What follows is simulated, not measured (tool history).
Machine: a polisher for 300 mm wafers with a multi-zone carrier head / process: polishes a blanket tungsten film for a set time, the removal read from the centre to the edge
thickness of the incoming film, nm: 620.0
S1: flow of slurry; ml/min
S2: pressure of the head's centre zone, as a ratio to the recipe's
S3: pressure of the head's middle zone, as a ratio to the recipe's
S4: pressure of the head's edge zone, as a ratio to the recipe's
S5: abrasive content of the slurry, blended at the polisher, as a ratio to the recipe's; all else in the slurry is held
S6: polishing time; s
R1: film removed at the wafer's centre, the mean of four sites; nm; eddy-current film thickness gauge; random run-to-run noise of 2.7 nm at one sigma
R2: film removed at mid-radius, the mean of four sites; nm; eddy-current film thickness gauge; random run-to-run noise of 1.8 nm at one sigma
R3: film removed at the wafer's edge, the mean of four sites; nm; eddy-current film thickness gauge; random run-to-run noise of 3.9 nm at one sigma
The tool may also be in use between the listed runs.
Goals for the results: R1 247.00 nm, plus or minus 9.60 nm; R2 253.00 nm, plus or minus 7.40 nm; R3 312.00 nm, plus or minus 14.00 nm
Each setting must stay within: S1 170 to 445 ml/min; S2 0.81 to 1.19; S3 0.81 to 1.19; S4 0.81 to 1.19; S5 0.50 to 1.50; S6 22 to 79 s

Run 1, hour 0.0: S1 285 ml/min, S2 1.00, S3 1.00, S4 1.00, S5 1.00, S6 50 s. Result: R1 221.24 nm, R2 215.20 nm, R3 214.47 nm.
Run 2, hour 6.6: S1 280 ml/min, S2 0.97, S3 0.98, S4 1.03, S5 1.10, S6 52 s. Result: R1 226.78 nm, R2 225.35 nm, R3 234.40 nm.
Run 3, hour 10.3: S1 315 ml/min, S2 0.97, S3 0.98, S4 1.03, S5 1.10, S6 52 s. Result: R1 230.37 nm, R2 226.55 nm, R3 235.98 nm.
Run 4, hour 12.5: S1 315 ml/min, S2 0.95, S3 0.97, S4 1.06, S5 1.15, S6 53 s. Result: R1 228.20 nm, R2 232.26 nm, R3 248.93 nm.
Run 5, hour 20.8: S1 315 ml/min, S2 0.95, S3 0.96, S4 1.08, S5 1.20, S6 54 s. Result: R1 238.90 nm, R2 237.14 nm, R3 255.73 nm.
Run 6, hour 29.8: S1 315 ml/min, S2 0.95, S3 1.03, S4 1.08, S5 1.20, S6 54 s. Result: R1 237.66 nm, R2 253.13 nm, R3 249.41 nm.
Run 7, hour 34.4: S1 315 ml/min, S2 0.94, S3 1.00, S4 1.10, S5 1.25, S6 55 s. Result: R1 240.09 nm, R2 253.90 nm, R3 264.03 nm.
Run 8, hour 40.4: S1 325 ml/min, S2 0.91, S3 0.90, S4 1.19, S5 1.50, S6 56 s. Result: R1 247.01 nm, R2 248.93 nm, R3 293.58 nm.

Next run, 4 choices. One meets every target within its allowed miss, the rest don't. Which?
Run A, hour 46.4: S1 320 ml/min, S2 0.87, S3 1.00, S4 1.16, S5 1.50, S6 56 s. Result: R1 ?, R2 ?, R3 ?.
Run B, hour 46.4: S1 445 ml/min, S2 0.97, S3 0.95, S4 1.10, S5 1.30, S6 53 s. Result: R1 ?, R2 ?, R3 ?.
Run C, hour 46.4: S1 170 ml/min, S2 0.87, S3 0.88, S4 1.19, S5 1.35, S6 63 s. Result: R1 ?, R2 ?, R3 ?.
Run D, hour 46.4: S1 370 ml/min, S2 0.93, S3 1.01, S4 1.17, S5 1.50, S6 54 s. Result: R1 ?, R2 ?, R3 ?.

move      R1      R2      R3
   A  236.52  268.02  285.65
   B  246.77  239.53  258.54
   C  248.13  253.98  308.77
   D  246.29  262.81  278.49
A: misses by more than the last run did
B: misses by more than the last run did
C: in spec on every target
D: misses by more than the last run did
The right move is C.
